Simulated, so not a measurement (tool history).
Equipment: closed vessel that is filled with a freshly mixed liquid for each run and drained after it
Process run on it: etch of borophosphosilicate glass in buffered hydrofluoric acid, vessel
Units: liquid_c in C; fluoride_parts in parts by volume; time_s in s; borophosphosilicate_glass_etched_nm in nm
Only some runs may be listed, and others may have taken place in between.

run	hour	liquid_c	fluoride_parts	time_s	borophosphosilicate_glass_etched_nm
1	0	22	9.5	100	109.96
2	4.7	22	9.5	105	114.77
3	12.3	22	9.5	105	114.7
4	16.1	22	6.5	105	165.31
5	17.5	22	6.5	105	168.64
6	19.8	21.5	7	105	153.19
7	24.3	21.5	7	105	150.8
8	30.5	21	7.5	105	138.44
9	31.4	20.5	8	105	124.9
10	32.9	20	8.5	105	111.79
11	39.9	19.5	9	105	103.62
12	44.2	19	9	105	100.03

Run 13 comes next. What will it give?
13	47.1	18.5	9	105	?

borophosphosilicate_glass_etched_nm: 97.133 nm

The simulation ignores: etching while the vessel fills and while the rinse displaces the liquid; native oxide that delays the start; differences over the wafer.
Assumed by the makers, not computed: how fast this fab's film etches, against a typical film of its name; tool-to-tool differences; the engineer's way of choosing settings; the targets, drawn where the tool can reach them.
